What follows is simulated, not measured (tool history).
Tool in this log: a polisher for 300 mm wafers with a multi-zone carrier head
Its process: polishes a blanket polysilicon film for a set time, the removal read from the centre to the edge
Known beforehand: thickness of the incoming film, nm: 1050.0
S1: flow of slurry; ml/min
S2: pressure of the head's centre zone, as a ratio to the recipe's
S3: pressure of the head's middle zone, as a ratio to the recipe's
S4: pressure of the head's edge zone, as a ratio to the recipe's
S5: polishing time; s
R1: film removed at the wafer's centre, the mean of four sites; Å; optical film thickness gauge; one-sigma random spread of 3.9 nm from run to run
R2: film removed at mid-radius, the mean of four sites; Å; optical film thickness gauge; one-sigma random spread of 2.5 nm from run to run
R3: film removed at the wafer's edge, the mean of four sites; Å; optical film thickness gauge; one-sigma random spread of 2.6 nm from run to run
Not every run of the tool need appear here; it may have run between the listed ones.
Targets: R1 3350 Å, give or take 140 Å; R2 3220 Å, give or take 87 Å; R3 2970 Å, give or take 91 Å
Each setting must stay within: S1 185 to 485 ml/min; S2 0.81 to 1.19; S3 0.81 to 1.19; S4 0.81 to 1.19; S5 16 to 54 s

run	hour	S1	S2	S3	S4	S5	R1	R2	R3
1	0	310	1	1	1	35	3642	3607.3	3677.1
2	8.1	370	1	1	1	35	3716.8	3697.4	3741.4
3	12.7	370	0.92	1	1	35	3444.3	3740.5	3707.1
4	16.1	370	1	1	1	35	3695.5	3712.5	3768.3
5	17	370	1	1	1	41	4349.5	4383.3	4368.5
6	20.7	370	1	1	1.03	41	4242.4	4300.4	4464.5
7	23.5	355	0.98	0.97	0.97	38	3904.4	3828.4	3997.3
8	32	345	0.99	0.99	0.92	35	3533.8	3632.6	3597.2
9	36	340	1.04	1	0.89	33	3557.3	3465.1	3266.2
10	41.6	325	1.04	0.99	0.87	33	3583.1	3437.8	3274.7
11	42.8	320	1.04	0.99	0.85	32	3448.9	3286.9	3083.2
12	51.1	310	1.04	0.99	0.84	32	3334.5	3286.6	3108.7
13	56.5	310	1.04	0.99	0.84	32	3406.7	3285.8	3113.2
# hour 63.5: slurry nozzle cleaned
14	63.5	310	1.04	0.99	0.83	32	3555.1	3423.2	3103
15	67.8	310	1.03	0.98	0.83	32	3547.3	3433.1	3122

Exercise: of the 5 proposed moves below, exactly one satisfies all targets within the stated allowed misses. Which move is it?
A	72.1	320	1.06	0.96	0.85	32	?	?	?
B	72.1	260	1.06	0.97	0.91	32	?	?	?
C	72.1	285	1.08	0.91	0.88	33	?	?	?
D	72.1	360	1.08	0.98	1	30	?	?	?
E	72.1	350	1.02	0.99	0.82	30	?	?	?

move	R1	R2	R3
A	3633	3313.9	3225.6
B	3575.5	3294	3289.8
C	3781.6	3243.1	3360.4
D	3499.3	3184	3279.6
E	3301.1	3207.1	2988.6
A: further off than the last run
B: puts the biggest miss on target and leaves a different result outside tolerance
C: puts the biggest miss on target and leaves a different result outside tolerance
D: puts the biggest miss on target and leaves a different result outside tolerance
E: all results land within tolerance of their targets
Answer: E

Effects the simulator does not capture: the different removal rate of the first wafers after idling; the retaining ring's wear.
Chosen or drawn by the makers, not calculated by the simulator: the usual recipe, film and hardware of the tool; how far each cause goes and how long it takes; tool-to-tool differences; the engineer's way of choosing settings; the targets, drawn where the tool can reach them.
